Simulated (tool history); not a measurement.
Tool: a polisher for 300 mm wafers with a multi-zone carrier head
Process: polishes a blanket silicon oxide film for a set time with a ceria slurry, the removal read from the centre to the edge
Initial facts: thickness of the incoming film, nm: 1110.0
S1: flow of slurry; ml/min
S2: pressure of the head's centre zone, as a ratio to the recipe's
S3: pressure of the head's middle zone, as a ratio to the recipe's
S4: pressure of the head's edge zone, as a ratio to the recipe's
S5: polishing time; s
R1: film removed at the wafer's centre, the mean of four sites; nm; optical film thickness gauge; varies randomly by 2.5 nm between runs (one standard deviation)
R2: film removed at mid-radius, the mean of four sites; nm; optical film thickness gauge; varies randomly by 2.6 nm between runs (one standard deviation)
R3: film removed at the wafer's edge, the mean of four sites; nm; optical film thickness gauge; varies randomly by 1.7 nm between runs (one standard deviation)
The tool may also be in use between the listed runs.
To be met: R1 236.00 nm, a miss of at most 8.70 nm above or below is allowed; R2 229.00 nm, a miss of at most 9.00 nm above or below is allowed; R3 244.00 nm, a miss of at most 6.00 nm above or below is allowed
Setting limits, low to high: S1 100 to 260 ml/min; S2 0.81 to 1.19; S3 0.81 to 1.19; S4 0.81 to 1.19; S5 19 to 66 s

run    day   S1    S2    S3    S4  S5      R1      R2      R3
  1  0.000  165  1.00  1.00  1.00  42  273.83  273.25  276.20
  2  0.150  150  0.98  0.97  0.97  41  253.65  261.37  262.60
  3  0.388  150  0.98  1.03  0.97  41  257.13  276.88  263.87
  4  0.704  190  0.98  1.03  0.97  41  267.03  277.68  266.83
  5  1.038  190  0.98  1.03  0.90  41  267.91  277.14  259.81
  6  1.404  190  0.98  1.03  0.98  41  268.58  284.20  270.31
  7  1.625  175  0.97  0.99  0.95  41  258.82  273.13  263.38
  8  1.967  165  0.97  0.94  0.94  40  256.76  251.32  254.33
  9  2.175  155  0.96  0.92  0.94  40  248.55  245.43  251.08
 10  2.392  145  0.96  0.90  0.94  40  244.98  235.23  253.13
 11  2.588  145  0.96  0.90  0.94  40  244.84  230.94  251.66

Which of these 5 next moves meets every target?
  A  2.783  140  0.90  0.89  0.96  42   ?   ?   ?
  B  2.783  110  0.90  0.87  1.02  43   ?   ?   ?
  C  2.783  175  0.99  0.83  0.90  41   ?   ?   ?
  D  2.783  120  1.02  0.90  0.99  42   ?   ?   ?
  E  2.783  100  0.97  0.90  0.92  41   ?   ?   ?

move      R1      R2      R3
   A  239.93  243.95  263.52
   B  233.43  234.33  269.18
   C  267.11  232.89  256.34
   D  262.36  239.29  262.15
   E  233.98  225.26  240.97
A: further off than the last run
B: further off than the last run
C: further off than the last run
D: further off than the last run
E: meets every target
Answer: E
